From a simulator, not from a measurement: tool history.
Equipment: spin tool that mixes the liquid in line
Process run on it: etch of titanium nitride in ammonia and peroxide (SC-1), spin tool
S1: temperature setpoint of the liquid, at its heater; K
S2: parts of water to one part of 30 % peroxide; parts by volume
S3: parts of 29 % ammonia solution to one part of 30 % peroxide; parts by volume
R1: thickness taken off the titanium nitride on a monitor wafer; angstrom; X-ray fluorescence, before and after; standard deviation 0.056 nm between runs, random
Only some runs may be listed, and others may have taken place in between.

{"run": 1, "hour": 0.0, "S1": 327.15, "S2": 28.0, "S3": 0.5, "time under the liquid (s)": 310, "R1": 70.961}
{"run": 2, "hour": 1.8, "S1": 332.15, "S2": 28.0, "S3": 0.5, "time under the liquid (s)": 310, "R1": 99.706}
{"run": 3, "hour": 2.5, "S1": 330.65, "S2": 28.0, "S3": 0.5, "time under the liquid (s)": 310, "R1": 88.866}
{"run": 4, "hour": 5.2, "S1": 336.15, "S2": 28.0, "S3": 0.5, "time under the liquid (s)": 310, "R1": 128.38}
{"run": 5, "hour": 9.9, "S1": 336.15, "S2": 28.0, "S3": 0.5, "time under the liquid (s)": 310, "R1": 126.78}
{"hour": 11.8, "done": "new drum of ammonia solution connected"}
{"run": 6, "hour": 11.8, "S1": 334.15, "S2": 28.0, "S3": 0.5, "time under the liquid (s)": 310, "R1": 114.75}
{"run": 7, "hour": 12.9, "S1": 332.65, "S2": 28.0, "S3": 0.5, "time under the liquid (s)": 310, "R1": 105.23}

For run 8, what comes out?
{"run": 8, "hour": 20.5, "S1": 331.15, "S2": 28.0, "S3": 0.5, "time under the liquid (s)": 310, "R1": "?"}

R1: 92.800 angstrom

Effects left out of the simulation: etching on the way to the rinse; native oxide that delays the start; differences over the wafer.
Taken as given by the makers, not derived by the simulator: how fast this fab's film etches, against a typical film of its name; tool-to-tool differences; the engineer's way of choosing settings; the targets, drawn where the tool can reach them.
